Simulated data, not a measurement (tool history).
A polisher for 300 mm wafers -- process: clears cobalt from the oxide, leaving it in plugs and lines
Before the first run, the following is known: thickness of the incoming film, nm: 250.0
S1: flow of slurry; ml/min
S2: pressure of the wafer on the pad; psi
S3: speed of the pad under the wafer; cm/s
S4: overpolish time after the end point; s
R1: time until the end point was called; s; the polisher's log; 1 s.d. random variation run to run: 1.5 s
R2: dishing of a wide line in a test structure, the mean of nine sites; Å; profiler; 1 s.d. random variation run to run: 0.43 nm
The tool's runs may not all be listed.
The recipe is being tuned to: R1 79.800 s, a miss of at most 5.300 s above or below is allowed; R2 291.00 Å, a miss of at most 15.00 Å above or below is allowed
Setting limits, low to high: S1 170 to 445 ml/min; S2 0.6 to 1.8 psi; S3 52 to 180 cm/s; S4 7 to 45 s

run  hour   S1   S2   S3  S4      R1      R2
  1   0.0  285  1.2  116  23  73.299  477.93
  2   7.5  285  1.2  116  21  75.027  456.45
  3   9.4  285  1.2  116  20  72.603  451.38
  4  10.5  285  1.2  116  17  75.296  406.43
  5  17.7  315  1.2  116  17  76.445  408.64
  6  26.3  360  1.2  116  17  71.873  402.05
  7  28.7  365  1.2  116  16  74.822  397.23
  8  29.9  375  1.2  116  15  73.510  379.85
  9  34.6  380  1.2  116  14  71.456  369.43
 10  39.0  410  1.0  114   7  92.849  184.55
 11  43.9  405  1.1  108   9  84.927  239.99
 12  51.2  400  1.2  106  10  79.734  271.94

Of the 5 settings listed for the next run, only one would bring every result within its allowed miss of target. Which one?
  A  58.5  360  1.6   88  12   ?   ?
  B  58.5  295  1.3   92  10   ?   ?
  C  58.5  390  1.2  108  11   ?   ?
  D  58.5  390  1.3  112  12   ?   ?
  E  58.5  445  1.4  102  12   ?   ?

move      R1      R2
   A  71.911  336.22
   B  86.040  257.05
   C  78.397  296.77
   D  70.133  342.10
   E  70.513  340.85
A: the result that was furthest off in the last run now lies on the other side of its target
B: lands further from the targets than the last run did
C: all results in spec
D: the result that was furthest off in the last run now lies on the other side of its target
E: the result that was furthest off in the last run now lies on the other side of its target
The right move is C.

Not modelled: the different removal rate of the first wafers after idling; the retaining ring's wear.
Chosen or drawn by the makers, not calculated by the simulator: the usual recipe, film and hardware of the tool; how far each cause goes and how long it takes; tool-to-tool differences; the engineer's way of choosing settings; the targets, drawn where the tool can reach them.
